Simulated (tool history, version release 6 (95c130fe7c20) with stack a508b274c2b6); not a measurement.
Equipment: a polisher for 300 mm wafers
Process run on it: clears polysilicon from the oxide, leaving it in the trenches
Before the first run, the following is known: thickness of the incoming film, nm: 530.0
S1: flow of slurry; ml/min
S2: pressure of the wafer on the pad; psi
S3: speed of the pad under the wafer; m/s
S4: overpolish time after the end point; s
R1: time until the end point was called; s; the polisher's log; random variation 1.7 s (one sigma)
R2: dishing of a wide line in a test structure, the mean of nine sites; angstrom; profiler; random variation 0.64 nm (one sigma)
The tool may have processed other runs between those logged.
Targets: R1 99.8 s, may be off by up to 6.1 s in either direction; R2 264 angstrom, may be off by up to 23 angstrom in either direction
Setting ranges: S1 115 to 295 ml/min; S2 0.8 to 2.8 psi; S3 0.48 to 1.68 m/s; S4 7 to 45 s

Run 1, hour 0: S1 190 ml/min, S2 1.8 psi, S3 1.08 m/s, S4 23 s. Result: R1 58.41 s, R2 305 angstrom.
Run 2, hour 2.1: S1 190 ml/min, S2 1.5 psi, S3 1.06 m/s, S4 18 s. Result: R1 71.938 s, R2 291.06 angstrom.
Run 3, hour 4.4: S1 190 ml/min, S2 1.3 psi, S3 1.06 m/s, S4 14 s. Result: R1 82.007 s, R2 283.4 angstrom.
Run 4, hour 10: S1 190 ml/min, S2 1.3 psi, S3 1.22 m/s, S4 14 s. Result: R1 69.183 s, R2 293.44 angstrom.
Run 5, hour 12.8: S1 195 ml/min, S2 1.2 psi, S3 1.18 m/s, S4 12 s. Result: R1 79.349 s, R2 276.77 angstrom.
Run 6, hour 21.7: S1 160 ml/min, S2 1.2 psi, S3 1.18 m/s, S4 12 s. Result: R1 79.506 s, R2 274.22 angstrom.
Run 7, hour 27.8: S1 160 ml/min, S2 1.1 psi, S3 1.18 m/s, S4 12 s. Result: R1 88.995 s, R2 275.95 angstrom.
Run 8, hour 35.9: S1 155 ml/min, S2 1.1 psi, S3 1.18 m/s, S4 10 s. Result: R1 87.529 s, R2 253.71 angstrom.

Next run, 4 choices. One meets every target within its allowed miss, the rest don't. Which?
Run A, hour 44: S1 190 ml/min, S2 1.2 psi, S3 1.06 m/s, S4 10 s. Result: R1 ?, R2 ?.
Run B, hour 44: S1 135 ml/min, S2 1.1 psi, S3 1.3 m/s, S4 8 s. Result: R1 ?, R2 ?.
Run C, hour 44: S1 115 ml/min, S2 0.9 psi, S3 1.18 m/s, S4 12 s. Result: R1 ?, R2 ?.
Run D, hour 44: S1 165 ml/min, S2 1.1 psi, S3 1.04 m/s, S4 12 s. Result: R1 ?, R2 ?.

move      R1      R2
   A  86.832  249.09
   B  82.441  234.46
   C  114.01  241.65
   D  98.362  253.53
A: moves away from the targets compared with the last run
B: moves away from the targets compared with the last run
C: takes the result that was furthest off past its target
D: every result within its allowed miss
D is the move that brings every result within its allowed miss.
